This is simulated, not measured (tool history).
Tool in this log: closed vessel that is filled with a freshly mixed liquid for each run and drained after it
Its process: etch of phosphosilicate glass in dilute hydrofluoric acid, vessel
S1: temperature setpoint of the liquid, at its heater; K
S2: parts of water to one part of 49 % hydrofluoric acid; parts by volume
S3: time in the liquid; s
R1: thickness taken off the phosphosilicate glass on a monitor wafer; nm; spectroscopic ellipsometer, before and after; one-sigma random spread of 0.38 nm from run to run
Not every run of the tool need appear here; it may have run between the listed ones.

{"run": 1, "hour": 0.0, "S1": 299.15, "S2": 100, "S3": 90, "R1": 53.137}
{"run": 2, "hour": 2.4, "S1": 302.15, "S2": 100, "S3": 90, "R1": 60.333}
{"run": 3, "hour": 6.2, "S1": 302.15, "S2": 100, "S3": 90, "R1": 60.093}
{"run": 4, "hour": 8.1, "S1": 302.15, "S2": 75, "S3": 90, "R1": 83.996}
{"run": 5, "hour": 10.6, "S1": 298.65, "S2": 75, "S3": 90, "R1": 72.96}
{"run": 6, "hour": 18.0, "S1": 296.15, "S2": 75, "S3": 90, "R1": 65.782}

Expected results for the next run?
{"run": 7, "hour": 19.1, "S1": 295.15, "S2": 80, "S3": 90, "R1": "?"}

{"run 7": {"R1": 60.133}}
